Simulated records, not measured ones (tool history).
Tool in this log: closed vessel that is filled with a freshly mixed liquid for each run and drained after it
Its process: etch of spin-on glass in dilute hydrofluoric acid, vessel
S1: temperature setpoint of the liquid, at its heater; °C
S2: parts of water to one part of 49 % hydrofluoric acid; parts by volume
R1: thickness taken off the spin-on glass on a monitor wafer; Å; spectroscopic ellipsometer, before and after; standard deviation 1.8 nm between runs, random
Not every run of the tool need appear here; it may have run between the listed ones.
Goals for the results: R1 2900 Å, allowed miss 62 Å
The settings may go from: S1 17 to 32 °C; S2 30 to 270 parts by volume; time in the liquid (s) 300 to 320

Run 1, day 0: S1 24 °C, S2 150 parts by volume, time in the liquid (s) 300. Result: R1 1060.6 Å.
Run 2, day 0.367: S1 25.5 °C, S2 130 parts by volume, time in the liquid (s) 300. Result: R1 1341.5 Å.
Run 3, day 0.508: S1 27 °C, S2 120 parts by volume, time in the liquid (s) 300. Result: R1 1554.3 Å.
Run 4, day 0.662: S1 28 °C, S2 110 parts by volume, time in the liquid (s) 300. Result: R1 1792.9 Å.
Run 5, day 0.9: S1 28 °C, S2 110 parts by volume, time in the liquid (s) 320. Result: R1 1892.6 Å.
Run 6, day 1.204: S1 29 °C, S2 105 parts by volume, time in the liquid (s) 320. Result: R1 2076.8 Å.
Run 7, day 1.367: S1 29.5 °C, S2 100 parts by volume, time in the liquid (s) 320. Result: R1 2236.1 Å.
Run 8, day 1.446: S1 30 °C, S2 95 parts by volume, time in the liquid (s) 320. Result: R1 2421.4 Å.
Run 9, day 1.521: S1 30.5 °C, S2 95 parts by volume, time in the liquid (s) 320. Result: R1 2469.5 Å.
Run 10, day 1.654: S1 31 °C, S2 95 parts by volume, time in the liquid (s) 320. Result: R1 2509.9 Å.
Run 11, day 1.996: S1 31 °C, S2 95 parts by volume, time in the liquid (s) 320. Result: R1 2500.6 Å.
Run 12, day 2.125: S1 31 °C, S2 90 parts by volume, time in the liquid (s) 320. Result: R1 2705.8 Å.
Run 13, day 2.346: S1 31.5 °C, S2 90 parts by volume, time in the liquid (s) 320. Result: R1 2729.1 Å.
Run 14, day 2.625: S1 32 °C, S2 85 parts by volume, time in the liquid (s) 320. Result: R1 2980.4 Å.

Exercise: of the 5 proposed moves below, exactly one satisfies all targets within the stated allowed misses. Which move is it?
Run A, day 2.904: S1 28 °C, S2 70 parts by volume, time in the liquid (s) 315. Result: R1 ?.
Run B, day 2.904: S1 31.5 °C, S2 80 parts by volume, time in the liquid (s) 315. Result: R1 ?.
Run C, day 2.904: S1 30 °C, S2 75 parts by volume, time in the liquid (s) 305. Result: R1 ?.
Run D, day 2.904: S1 31 °C, S2 80 parts by volume, time in the liquid (s) 305. Result: R1 ?.
Run E, day 2.904: S1 31 °C, S2 75 parts by volume, time in the liquid (s) 305. Result: R1 ?.

move      R1
   A  3111.8
   B  3069.4
   C  3016.9
   D  2916.4
   E  3134.3
A: its largest miss is bigger than the last run's
B: its largest miss is bigger than the last run's
C: its largest miss is bigger than the last run's
D: in spec on every target
E: its largest miss is bigger than the last run's
The right move is D.
